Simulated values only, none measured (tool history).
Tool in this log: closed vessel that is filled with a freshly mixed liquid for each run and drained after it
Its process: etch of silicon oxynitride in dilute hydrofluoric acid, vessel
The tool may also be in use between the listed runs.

| run | day | temperature setpoint of the liquid (K) | parts of water to one part of 49 % hydrofluoric acid (parts by volume) | time in the liquid (s) | thickness taken off the silicon oxynitride on a monitor wafer (Å) |
|---|---|---|---|---|---|
| 1 | 0 | 294.15 | 145 | 1215 | 150.72 |
| 2 | 0.104 | 294.15 | 95 | 1215 | 237.48 |
| 3 | 0.292 | 294.15 | 140 | 1215 | 156.2 |
| 4 | 0.625 | 296.65 | 140 | 1215 | 175.82 |
| 5 | 0.988 | 297.65 | 140 | 1215 | 182.59 |
| 6 | 1.104 | 299.15 | 140 | 1215 | 199.7 |

Estimate the outcome of run 7 from the log above:
| 7 | 1.462 | 299.65 | 140 | 1215 | ? |

thickness taken off the silicon oxynitride on a monitor wafer (Å): 204.36
